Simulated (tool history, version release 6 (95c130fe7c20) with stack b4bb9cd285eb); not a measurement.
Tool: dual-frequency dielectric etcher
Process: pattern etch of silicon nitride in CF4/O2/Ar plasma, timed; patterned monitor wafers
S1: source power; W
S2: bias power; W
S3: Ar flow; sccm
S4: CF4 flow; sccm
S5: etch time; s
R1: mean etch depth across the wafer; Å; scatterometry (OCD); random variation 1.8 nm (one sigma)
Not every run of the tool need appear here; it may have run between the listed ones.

run 1 hour=0.0 | S1=600 S2=54 S3=88 S4=71 S5=134 | R1=3074.3
run 2 hour=3.1 | S1=610 S2=54 S3=88 S4=71 S5=134 | R1=3082.9
run 3 hour=4.6 | S1=530 S2=54 S3=88 S4=71 S5=134 | R1=2773.9
run 4 hour=11.0 | S1=530 S2=54 S3=88 S4=81 S5=134 | R1=2821.6
run 5 hour=13.5 | S1=530 S2=54 S3=88 S4=76 S5=134 | R1=2794.1
run 6 hour=14.8 | S1=530 S2=60 S3=88 S4=76 S5=134 | R1=2903.5

Run 7 is up next; what results do you expect?
run 7 hour=18.9 | S1=550 S2=60 S3=88 S4=76 S5=134 | R1=?

{"run 7": {"R1": 2954.3}}
